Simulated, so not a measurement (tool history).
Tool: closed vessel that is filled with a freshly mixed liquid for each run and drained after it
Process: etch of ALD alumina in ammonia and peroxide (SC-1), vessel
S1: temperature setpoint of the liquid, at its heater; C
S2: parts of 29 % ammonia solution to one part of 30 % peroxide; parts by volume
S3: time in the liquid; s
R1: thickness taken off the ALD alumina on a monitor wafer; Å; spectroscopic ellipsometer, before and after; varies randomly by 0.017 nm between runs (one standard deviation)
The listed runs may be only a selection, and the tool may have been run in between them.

run,hour,S1,S2,S3,R1
1,0.0,62.0,0.65,35,37.861
2,8.3,62.0,0.65,35,37.808
3,12.6,66.5,0.65,35,47.024
4,15.8,63.0,0.65,35,39.651
5,20.7,67.0,0.65,35,47.979
6,25.9,70.0,0.65,35,57.034
7,31.2,66.0,0.65,35,46.471
8,33.8,63.0,0.65,35,39.725
9,41.1,60.5,0.65,35,34.602

For run 10, what comes out?
10,49.6,52.5,0.65,35,?

{"run 10": {"R1": 22.916}}

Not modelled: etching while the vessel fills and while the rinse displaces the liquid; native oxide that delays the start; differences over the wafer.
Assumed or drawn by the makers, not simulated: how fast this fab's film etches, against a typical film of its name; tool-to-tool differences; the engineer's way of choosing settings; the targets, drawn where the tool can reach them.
